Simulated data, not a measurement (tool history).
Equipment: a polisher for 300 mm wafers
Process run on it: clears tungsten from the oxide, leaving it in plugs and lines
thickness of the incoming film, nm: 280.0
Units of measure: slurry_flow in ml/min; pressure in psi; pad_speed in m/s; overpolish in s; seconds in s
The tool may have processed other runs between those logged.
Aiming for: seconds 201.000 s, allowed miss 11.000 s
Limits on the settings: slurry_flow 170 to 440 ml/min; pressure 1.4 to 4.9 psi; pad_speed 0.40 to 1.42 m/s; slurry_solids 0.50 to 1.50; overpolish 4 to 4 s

run	hour	slurry_flow	pressure	pad_speed	slurry_solids	overpolish	seconds
1	0.0	280	3.1	0.90	1.00	4	83.721
2	8.3	280	3.1	0.90	1.00	4	82.055
3	13.6	280	3.4	0.90	1.00	4	76.645
4	22.5	210	3.4	0.90	1.00	4	78.048
5	27.8	210	3.2	0.86	1.00	4	85.603
6	34.0	210	3.2	0.86	1.10	4	87.476
7	41.0	210	3.0	0.82	1.10	4	94.381
8	46.0	210	2.8	0.78	1.10	4	106.740
9	48.0	210	2.8	0.78	1.10	4	104.230
10	51.2	210	2.6	0.74	1.10	4	121.440
11	55.1	210	2.5	0.72	1.10	4	128.470
12	62.8	210	2.4	0.72	1.10	4	133.070
13	68.2	210	2.3	0.72	1.10	4	135.850
14	72.8	210	2.2	0.70	1.10	4	150.060
15	81.2	210	2.1	0.70	1.10	4	159.010
16	90.0	210	2.0	0.70	1.10	4	163.840
17	96.1	210	1.9	0.70	1.10	4	169.630

Which one of the following 4 next-run settings gets every result inside its allowed miss? There is exactly one.
A	102.2	270	2.2	0.50	1.20	4	?
B	102.2	255	2.4	0.70	0.85	4	?
C	102.2	205	1.9	0.78	1.00	4	?
D	102.2	260	1.8	0.84	1.15	4	?

move	seconds
A	191.750
B	136.410
C	152.990
D	142.810
A: hits every target within its allowed miss
B: the biggest miss grows against the last run
C: the biggest miss grows against the last run
D: the biggest miss grows against the last run
A is the move that brings every result within its allowed miss.
